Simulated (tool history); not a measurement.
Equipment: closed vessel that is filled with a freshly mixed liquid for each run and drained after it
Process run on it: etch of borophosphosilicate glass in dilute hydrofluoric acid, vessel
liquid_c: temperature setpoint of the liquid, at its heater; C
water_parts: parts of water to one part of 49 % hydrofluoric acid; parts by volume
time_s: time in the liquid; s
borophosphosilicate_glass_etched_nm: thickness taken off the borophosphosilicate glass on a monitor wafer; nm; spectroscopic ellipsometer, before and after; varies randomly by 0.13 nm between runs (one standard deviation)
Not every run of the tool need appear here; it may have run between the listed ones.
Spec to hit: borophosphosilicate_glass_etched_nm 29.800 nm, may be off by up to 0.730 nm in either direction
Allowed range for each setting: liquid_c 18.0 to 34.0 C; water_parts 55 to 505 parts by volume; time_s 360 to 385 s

run	hour	liquid_c	water_parts	time_s	borophosphosilicate_glass_etched_nm
1	0.0	26.0	280	360	47.349
2	7.4	25.0	285	360	44.937
3	11.7	24.0	290	360	42.561
4	20.3	23.0	295	360	40.361
5	25.9	23.0	210	360	61.623
6	27.9	21.5	210	360	57.927
# hour 34.2: hydrofluoric acid flow meter replaced
7	34.2	18.0	320	360	26.529
8	38.6	18.0	320	360	26.635
9	44.0	18.5	320	360	27.136
10	49.0	19.5	320	360	28.192
11	52.0	20.0	320	360	28.464

Pick the move, out of 4, that brings all results within their allowed miss; only one does.
A	55.0	20.0	345	385	?
B	55.0	18.0	290	360	?
C	55.0	21.0	340	360	?
D	55.0	20.5	325	360	?

move	borophosphosilicate_glass_etched_nm
A	27.873
B	30.213
C	27.521
D	28.661
A: further off than the last run
B: all results in spec
C: further off than the last run
D: closer than the last run, but not yet in spec
Correct choice: B, which meets every target

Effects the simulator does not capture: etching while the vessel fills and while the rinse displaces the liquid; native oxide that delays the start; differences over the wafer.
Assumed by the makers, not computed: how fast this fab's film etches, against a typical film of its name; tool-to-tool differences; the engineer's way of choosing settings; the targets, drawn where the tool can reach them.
